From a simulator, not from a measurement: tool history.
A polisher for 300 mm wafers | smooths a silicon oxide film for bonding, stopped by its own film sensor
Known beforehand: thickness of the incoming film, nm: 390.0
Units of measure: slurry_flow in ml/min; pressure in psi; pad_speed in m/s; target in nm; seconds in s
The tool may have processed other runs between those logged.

| run | day | slurry_flow | pressure | pad_speed | slurry_solids | target | seconds |
|---|---|---|---|---|---|---|---|
| 1 | 0 | 155 | 1.9 | 0.86 | 1 | 363 | 49.117 |
| 2 | 0.354 | 155 | 1.9 | 0.86 | 1 | 363 | 50.13 |
| 3 | 0.604 | 185 | 1.9 | 0.86 | 1 | 363 | 48.543 |
| 4 | 0.725 | 185 | 1.8 | 0.86 | 1 | 363 | 50.776 |
| 5 | 1.004 | 185 | 1.8 | 0.66 | 1 | 363 | 57.782 |
| 6 | 1.217 | 185 | 2.2 | 0.66 | 1 | 363 | 46.41 |
| 7 | 1.533 | 180 | 2.1 | 0.66 | 1 | 363 | 49.679 |

Run 8 comes next. What will it give?
| 8 | 1.896 | 175 | 2 | 0.66 | 1 | 363 | ? |

{"run 8": {"seconds": 52.018}}
